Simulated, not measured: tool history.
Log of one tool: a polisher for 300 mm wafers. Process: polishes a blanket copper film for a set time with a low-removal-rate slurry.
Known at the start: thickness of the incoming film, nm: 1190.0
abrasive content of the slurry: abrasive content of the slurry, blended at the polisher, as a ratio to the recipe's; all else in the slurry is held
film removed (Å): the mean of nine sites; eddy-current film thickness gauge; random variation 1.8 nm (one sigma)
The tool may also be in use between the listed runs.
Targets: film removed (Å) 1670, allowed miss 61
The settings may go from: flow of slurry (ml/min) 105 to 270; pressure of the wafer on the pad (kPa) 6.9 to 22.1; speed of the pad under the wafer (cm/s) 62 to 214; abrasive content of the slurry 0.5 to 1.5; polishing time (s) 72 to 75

run,hour,flow of slurry (ml/min),pressure of the wafer on the pad (kPa),speed of the pad under the wafer (cm/s),abrasive content of the slurry,polishing time (s),film removed (Å)
1,0,175,14.5,138,1,72,2527.8
2,5.5,175,16.5,138,1,72,2902.5
3,12.7,175,14.5,138,1,72,2491.9
4,20.3,175,14.5,138,0.9,72,2472
5,26.3,175,13.8,138,0.9,72,2365.3
6,32.4,175,13.8,150,0.9,72,2535.9
7,41.1,175,13.1,150,0.9,72,2401.9
8,43,175,12.4,150,0.9,72,2248
9,51.2,175,11.7,150,0.9,72,2145.5
10,57.8,175,11,150,0.9,72,2023.8
11,62.3,170,9.7,150,0.9,72,1797.9

4 next moves are on the table. One of them brings every result within its allowed miss. Which?
A,66.8,215,8.3,180,1.05,72,?
B,66.8,160,9,150,0.9,74,?
C,66.8,175,9.7,150,0.8,75,?
D,66.8,170,9.7,156,0.9,74,?

move,film removed (Å)
A,1825.8
B,1665.3
C,1767.6
D,1845.9
A: further off than the last run
B: meets every target
C: nearer than the last run, and not there yet
D: further off than the last run
The right move is B.
